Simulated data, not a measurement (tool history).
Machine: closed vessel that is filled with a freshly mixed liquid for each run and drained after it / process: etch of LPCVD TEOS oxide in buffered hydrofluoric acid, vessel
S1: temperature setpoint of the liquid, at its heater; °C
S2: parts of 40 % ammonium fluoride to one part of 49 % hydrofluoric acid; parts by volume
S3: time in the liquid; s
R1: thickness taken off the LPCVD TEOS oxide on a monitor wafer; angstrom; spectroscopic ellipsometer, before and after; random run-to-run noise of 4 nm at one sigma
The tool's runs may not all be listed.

run    day    S1   S2  S3      R1
  1      0    21   10  85  4072.9
  2  0.121    21   10  85  3981.3
  3  0.233    22   10  85  4132.5
  4  0.442    22   10  85  4158.5
  5  0.475    22  7.5  85  5447.4
  6  0.504    22  5.5  85  7266.5
  7  0.854  20.5    6  85    6206
  8  0.921  20.5    6  85  6158.8

Run 9 is up next; what results do you expect?
  9  1.192  19.5  6.5  85   ?

R1: 5544.6 angstrom
